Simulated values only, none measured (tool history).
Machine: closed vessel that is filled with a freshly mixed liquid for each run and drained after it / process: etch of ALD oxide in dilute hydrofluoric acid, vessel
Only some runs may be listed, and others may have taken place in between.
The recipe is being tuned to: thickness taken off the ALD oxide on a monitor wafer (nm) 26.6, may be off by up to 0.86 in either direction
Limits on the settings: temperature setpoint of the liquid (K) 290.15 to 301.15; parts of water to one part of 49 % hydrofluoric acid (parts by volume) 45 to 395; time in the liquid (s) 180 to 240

run    day  temperature setpoint of the liquid (K)  parts of water to one part of 49 % hydrofluoric acid (parts by volume)  time in the liquid (s)  thickness taken off the ALD oxide on a monitor wafer (nm)
  1      0                                  293.15                                                                     220                     240                                                     9.5685
  2  0.296                                  293.15                                                                     220                     180                                                     7.2272
  3  0.383                                  295.15                                                                     220                     180                                                       7.77
  4  0.508                                  296.15                                                                     195                     190                                                     9.8092
  5   0.85                                  296.15                                                                     195                     240                                                     12.372
  6  1.079                                  296.15                                                                     195                     180                                                     9.3177
  7  1.129                                  296.65                                                                     170                     185                                                     11.313
  8  1.388                                  297.15                                                                     150                     185                                                     13.231
  9  1.758                                  297.65                                                                     135                     185                                                     15.607
 10  1.888                                  297.65                                                                     135                     185                                                     15.665
     1.962  -- hydrofluoric acid flow meter replaced
 11  1.962                                  301.15                                                                      45                     190                                                     57.764
 12   2.15                                  300.15                                                                      45                     190                                                     54.598
 13  2.321                                  298.65                                                                      45                     190                                                     51.776
 14  2.667                                  297.65                                                                      50                     190                                                     44.257
 15  2.871                                  293.65                                                                      55                     190                                                     33.918
 16  3.104                                  293.65                                                                      55                     190                                                     34.524
 17  3.283                                  293.15                                                                      55                     190                                                     33.617
 18  3.475                                  292.65                                                                      55                     190                                                      32.54
 19  3.783                                  292.15                                                                      55                     190                                                     31.927
 20  4.008                                  291.65                                                                      55                     190                                                     31.014

Of the 5 settings listed for the next run, only one would bring every result within its allowed miss of target. Which one?
  A  4.233                                  290.65                                                                      75                     215                                                          ?
  B  4.233                                  290.15                                                                      65                     185                                                          ?
  C  4.233                                  290.65                                                                      80                     235                                                          ?
  D  4.233                                  290.65                                                                      70                     215                                                          ?
  E  4.233                                  294.65                                                                      80                     200                                                          ?

move  thickness taken off the ALD oxide on a monitor wafer (nm)
   A                                                     24.717
   B                                                     24.284
   C                                                      25.19
   D                                                     26.628
   E                                                     25.339
A: the result that was furthest off in the last run now lies on the other side of its target
B: the result that was furthest off in the last run now lies on the other side of its target
C: the result that was furthest off in the last run now lies on the other side of its target
D: all results in spec
E: the result that was furthest off in the last run now lies on the other side of its target
The right move is D.

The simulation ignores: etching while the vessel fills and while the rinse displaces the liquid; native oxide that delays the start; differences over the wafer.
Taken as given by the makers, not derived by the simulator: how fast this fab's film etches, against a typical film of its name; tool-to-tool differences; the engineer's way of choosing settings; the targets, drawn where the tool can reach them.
